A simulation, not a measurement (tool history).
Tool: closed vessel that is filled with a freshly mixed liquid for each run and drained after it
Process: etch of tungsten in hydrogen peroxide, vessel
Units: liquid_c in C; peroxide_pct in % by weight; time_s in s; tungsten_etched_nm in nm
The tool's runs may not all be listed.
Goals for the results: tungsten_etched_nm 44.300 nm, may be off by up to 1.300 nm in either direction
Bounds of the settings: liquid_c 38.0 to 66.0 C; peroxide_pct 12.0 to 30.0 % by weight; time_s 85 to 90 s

run,hour,liquid_c,peroxide_pct,time_s,tungsten_etched_nm
1,0.0,54.0,21.0,85,98.258
2,3.6,49.0,21.0,85,73.873
3,10.6,47.0,21.0,85,65.093
4,12.6,47.0,21.0,90,67.329
5,15.7,47.0,21.0,85,63.880
6,16.3,47.0,19.0,85,61.829
7,21.7,45.5,19.0,85,55.594
8,28.2,44.5,19.0,85,52.702
9,32.9,44.0,19.0,85,50.483
10,38.2,43.5,19.0,85,49.049

Which one of the following 5 next-run settings gets every result inside its allowed miss? There is exactly one.
A,43.5,44.5,18.5,85,?
B,43.5,43.0,22.0,85,?
C,43.5,43.0,19.0,90,?
D,43.5,41.0,21.5,85,?
E,43.5,45.5,16.5,85,?

move,tungsten_etched_nm
A,50.722
B,50.283
C,49.478
D,43.713
E,51.020
A: further off than the last run
B: further off than the last run
C: further off than the last run
D: hits every target within its allowed miss
E: further off than the last run
The move that meets every target is D.
